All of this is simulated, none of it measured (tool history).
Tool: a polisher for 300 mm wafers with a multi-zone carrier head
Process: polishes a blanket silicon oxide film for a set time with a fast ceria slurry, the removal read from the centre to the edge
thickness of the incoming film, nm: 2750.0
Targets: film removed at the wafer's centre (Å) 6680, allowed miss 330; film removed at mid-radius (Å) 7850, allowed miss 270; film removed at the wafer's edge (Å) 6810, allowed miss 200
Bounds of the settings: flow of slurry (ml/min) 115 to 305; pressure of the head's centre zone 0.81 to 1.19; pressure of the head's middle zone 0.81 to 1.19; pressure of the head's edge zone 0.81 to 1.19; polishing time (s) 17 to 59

run,day,flow of slurry (ml/min),pressure of the head's centre zone,pressure of the head's middle zone,pressure of the head's edge zone,polishing time (s),film removed at the wafer's centre (Å),film removed at mid-radius (Å),film removed at the wafer's edge (Å)
1,0,195,1,1,1,38,5328.7,5446.8,5294.8
2,0.138,205,1,1.04,1.02,39,5503,5827.6,5410.1
3,0.496,205,1.04,1.04,1.02,39,5860.8,5805.9,5458.9
4,0.858,205,1.04,0.99,1.02,39,5743.6,5640.3,5388.1
5,1.008,210,1.02,1.02,1.03,41,5863.7,6053.3,5739
6,1.067,210,1.1,1.02,1.03,41,6403.5,6132.6,5771.7
7,1.4,215,1.08,1.05,1.05,42,6420.4,6360.2,5971.5
8,1.538,220,1.06,1.08,1.06,43,6412.3,6699,6150.7
9,1.817,225,1.06,1.1,1.07,44,6783.8,7075.1,6397.2
10,2.146,230,1.05,1.12,1.08,44,6819.1,7150.6,6433.3
11,2.325,235,1.03,1.13,1.09,44,6584.6,7205.4,6412.8
12,2.471,240,1.02,1.14,1.1,44,6549.4,7338.7,6451.7
13,2.704,245,1.02,1.15,1.11,44,6535.7,7484.6,6547.7
14,2.812,250,1.02,1.15,1.12,44,6529.1,7262.7,6482.1
15,3.017,250,1.01,1.16,1.12,44,6546.9,7511.5,6556.8
16,3.246,255,1.01,1.17,1.13,44,6440.8,7522.6,6500.7
17,3.617,255,1.01,1.17,1.14,44,6537.9,7674.2,6492
18,3.892,255,1.01,1.16,1.14,44,6486.2,7452.9,6544.1

5 next moves are on the table. One of them brings every result within its allowed miss. Which?
A,4.167,245,1,1.19,1.15,45,?,?,?
B,4.167,145,0.96,1.15,1.19,51,?,?,?
C,4.167,295,1.14,1.06,1.08,46,?,?,?
D,4.167,165,0.94,1.12,1.11,51,?,?,?
E,4.167,270,0.93,1.09,1.11,44,?,?,?

move,film removed at the wafer's centre (Å),film removed at mid-radius (Å),film removed at the wafer's edge (Å)
A,6588.3,7720.2,6777.7
B,6587.7,7809.3,7332.6
C,7612.9,7289.7,6863.8
D,6669.6,7829.7,7249
E,6172,7080.5,6592
A: meets every target
B: brings the result that was furthest off to its target, and leaves another outside
C: further off than the last run
D: brings the result that was furthest off to its target, and leaves another outside
E: further off than the last run
Move A is the one to make.
